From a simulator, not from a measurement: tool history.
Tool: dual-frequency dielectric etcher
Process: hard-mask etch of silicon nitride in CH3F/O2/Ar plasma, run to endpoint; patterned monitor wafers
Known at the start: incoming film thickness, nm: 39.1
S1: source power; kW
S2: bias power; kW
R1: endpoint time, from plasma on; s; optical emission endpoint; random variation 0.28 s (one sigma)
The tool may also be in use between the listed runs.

{"run": 1, "hour": 0.0, "S1": 0.46, "S2": 0.087, "R1": 50.68}
{"run": 2, "hour": 7.2, "S1": 0.48, "S2": 0.088, "R1": 49.132}
{"run": 3, "hour": 15.4, "S1": 0.49, "S2": 0.088, "R1": 49.026}
{"run": 4, "hour": 22.4, "S1": 0.51, "S2": 0.089, "R1": 47.783}
{"run": 5, "hour": 23.3, "S1": 0.52, "S2": 0.089, "R1": 47.699}
{"run": 6, "hour": 24.2, "S1": 0.53, "S2": 0.09, "R1": 46.425}
{"run": 7, "hour": 31.6, "S1": 0.54, "S2": 0.09, "R1": 46.112}
{"run": 8, "hour": 36.1, "S1": 0.55, "S2": 0.09, "R1": 46.171}
{"run": 9, "hour": 42.3, "S1": 0.56, "S2": 0.09, "R1": 45.576}

The next listed run, before its measurement:
{"run": 10, "hour": 51.3, "S1": 0.56, "S2": 0.09, "R1": "?"}

R1: 45.334 s
